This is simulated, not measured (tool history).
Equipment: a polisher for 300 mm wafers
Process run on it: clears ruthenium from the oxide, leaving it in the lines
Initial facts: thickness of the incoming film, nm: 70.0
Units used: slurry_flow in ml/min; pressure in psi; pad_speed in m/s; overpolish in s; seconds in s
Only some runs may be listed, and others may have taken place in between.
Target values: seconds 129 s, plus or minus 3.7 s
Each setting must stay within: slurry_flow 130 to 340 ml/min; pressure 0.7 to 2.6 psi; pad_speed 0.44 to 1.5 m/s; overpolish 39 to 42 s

Run 1, day 0: slurry_flow 220 ml/min, pressure 1.6 psi, pad_speed 0.96 m/s, overpolish 39 s. Result: seconds 71.415 s.
Run 2, day 0.233: slurry_flow 270 ml/min, pressure 1.6 psi, pad_speed 0.96 m/s, overpolish 39 s. Result: seconds 69.437 s.
Run 3, day 0.283: slurry_flow 270 ml/min, pressure 1.6 psi, pad_speed 0.96 m/s, overpolish 42 s. Result: seconds 68.481 s.
Run 4, day 0.517: slurry_flow 270 ml/min, pressure 1.6 psi, pad_speed 1.04 m/s, overpolish 42 s. Result: seconds 64.865 s.
Run 5, day 0.846: slurry_flow 270 ml/min, pressure 1.6 psi, pad_speed 1.04 m/s, overpolish 39 s. Result: seconds 63.673 s.
Run 6, day 1.1: slurry_flow 270 ml/min, pressure 1.6 psi, pad_speed 1.04 m/s, overpolish 39 s. Result: seconds 65.707 s.
Run 7, day 1.471: slurry_flow 245 ml/min, pressure 1.1 psi, pad_speed 0.92 m/s, overpolish 39 s. Result: seconds 100.9 s.
Run 8, day 1.796: slurry_flow 245 ml/min, pressure 1 psi, pad_speed 0.92 m/s, overpolish 39 s. Result: seconds 109.85 s.
Run 9, day 1.879: slurry_flow 240 ml/min, pressure 0.9 psi, pad_speed 0.92 m/s, overpolish 39 s. Result: seconds 120.36 s.
Run 10, day 1.917: slurry_flow 205 ml/min, pressure 0.8 psi, pad_speed 0.92 m/s, overpolish 39 s. Result: seconds 137.78 s.
Run 11, day 1.967: slurry_flow 210 ml/min, pressure 0.8 psi, pad_speed 0.92 m/s, overpolish 39 s. Result: seconds 134.68 s.
Run 12, day 2.171: slurry_flow 215 ml/min, pressure 0.8 psi, pad_speed 0.92 m/s, overpolish 39 s. Result: seconds 134.23 s.
Run 13, day 2.3: slurry_flow 225 ml/min, pressure 0.9 psi, pad_speed 0.92 m/s, overpolish 39 s. Result: seconds 121.68 s.
Run 14, day 2.504: slurry_flow 220 ml/min, pressure 0.9 psi, pad_speed 0.92 m/s, overpolish 39 s. Result: seconds 120.9 s.
Run 15, day 2.8: slurry_flow 215 ml/min, pressure 0.8 psi, pad_speed 0.92 m/s, overpolish 39 s. Result: seconds 135.36 s.
Run 16, day 3.067: slurry_flow 220 ml/min, pressure 0.8 psi, pad_speed 0.92 m/s, overpolish 39 s. Result: seconds 133.31 s.

Next run, 5 choices. One meets every target within its allowed miss, the rest don't. Which?
Run A, day 3.333: slurry_flow 235 ml/min, pressure 0.9 psi, pad_speed 0.8 m/s, overpolish 42 s. Result: seconds ?.
Run B, day 3.333: slurry_flow 210 ml/min, pressure 0.9 psi, pad_speed 0.78 m/s, overpolish 39 s. Result: seconds ?.
Run C, day 3.333: slurry_flow 205 ml/min, pressure 0.7 psi, pad_speed 1.02 m/s, overpolish 39 s. Result: seconds ?.
Run D, day 3.333: slurry_flow 205 ml/min, pressure 1 psi, pad_speed 0.74 m/s, overpolish 39 s. Result: seconds ?.
Run E, day 3.333: slurry_flow 210 ml/min, pressure 0.8 psi, pad_speed 0.98 m/s, overpolish 40 s. Result: seconds ?.

move  seconds
   A   136.17
   B   141.38
   C   136.49
   D   136.09
   E    126.7
A: further off than the last run
B: further off than the last run
C: further off than the last run
D: further off than the last run
E: hits every target within its allowed miss
E meets every target.
